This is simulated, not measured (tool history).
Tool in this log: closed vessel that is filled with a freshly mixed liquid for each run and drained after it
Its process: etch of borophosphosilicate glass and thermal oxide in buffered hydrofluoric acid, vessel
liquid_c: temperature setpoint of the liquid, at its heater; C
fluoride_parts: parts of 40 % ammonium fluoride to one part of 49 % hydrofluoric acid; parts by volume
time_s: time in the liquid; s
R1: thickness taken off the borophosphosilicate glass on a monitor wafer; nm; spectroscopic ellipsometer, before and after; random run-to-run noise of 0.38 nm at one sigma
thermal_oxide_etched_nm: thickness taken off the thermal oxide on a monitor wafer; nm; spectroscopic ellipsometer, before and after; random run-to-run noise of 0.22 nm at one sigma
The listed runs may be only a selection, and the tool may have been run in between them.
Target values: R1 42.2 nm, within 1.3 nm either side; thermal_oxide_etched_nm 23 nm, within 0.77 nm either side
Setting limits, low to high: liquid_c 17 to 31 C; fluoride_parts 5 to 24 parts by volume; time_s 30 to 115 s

Run 1, hour 0: liquid_c 23 C, fluoride_parts 14.5 parts by volume, time_s 60 s. Result: R1 84.473 nm, thermal_oxide_etched_nm 46.301 nm.
Run 2, hour 5.3: liquid_c 21.5 C, fluoride_parts 14.5 parts by volume, time_s 60 s. Result: R1 78.171 nm, thermal_oxide_etched_nm 42.59 nm.
Run 3, hour 10: liquid_c 20.5 C, fluoride_parts 15.5 parts by volume, time_s 60 s. Result: R1 69.241 nm, thermal_oxide_etched_nm 38.391 nm.
Run 4, hour 19: liquid_c 23.5 C, fluoride_parts 15.5 parts by volume, time_s 60 s. Result: R1 83.442 nm, thermal_oxide_etched_nm 44.398 nm.
Run 5, hour 26.1: liquid_c 22 C, fluoride_parts 16.5 parts by volume, time_s 60 s. Result: R1 70.454 nm, thermal_oxide_etched_nm 38.716 nm.
Run 6, hour 34.3: liquid_c 22 C, fluoride_parts 18.5 parts by volume, time_s 60 s. Result: R1 63.366 nm, thermal_oxide_etched_nm 34.367 nm.
Run 7, hour 36.9: liquid_c 21 C, fluoride_parts 19 parts by volume, time_s 60 s. Result: R1 57.573 nm, thermal_oxide_etched_nm 31.426 nm.
Run 8, hour 42.2: liquid_c 20.5 C, fluoride_parts 19.5 parts by volume, time_s 60 s. Result: R1 54.99 nm, thermal_oxide_etched_nm 30.89 nm.
Run 9, hour 50.9: liquid_c 20.5 C, fluoride_parts 20.5 parts by volume, time_s 60 s. Result: R1 52.262 nm, thermal_oxide_etched_nm 28.85 nm.
Run 10, hour 54.1: liquid_c 20 C, fluoride_parts 21 parts by volume, time_s 60 s. Result: R1 51 nm, thermal_oxide_etched_nm 28.046 nm.

Exactly one of the 4 candidate moves below puts every result within its allowed miss. Which one?
Run A, hour 57.3: liquid_c 18.5 C, fluoride_parts 21 parts by volume, time_s 60 s. Result: R1 ?, thermal_oxide_etched_nm ?.
Run B, hour 57.3: liquid_c 23.5 C, fluoride_parts 24 parts by volume, time_s 45 s. Result: R1 ?, thermal_oxide_etched_nm ?.
Run C, hour 57.3: liquid_c 22.5 C, fluoride_parts 24 parts by volume, time_s 45 s. Result: R1 ?, thermal_oxide_etched_nm ?.
Run D, hour 57.3: liquid_c 19.5 C, fluoride_parts 20 parts by volume, time_s 55 s. Result: R1 ?, thermal_oxide_etched_nm ?.

move      R1  thermal_oxide_etched_nm
   A  46.899                   25.093
   B  42.274                   22.694
   C  40.025                   21.476
   D  47.026                   25.173
A: gains on the last run, yet a result remains outside its allowed miss
B: each result inside its tolerance
C: takes the result that was furthest off past its target
D: gains on the last run, yet a result remains outside its allowed miss
Go with B: it meets all targets.
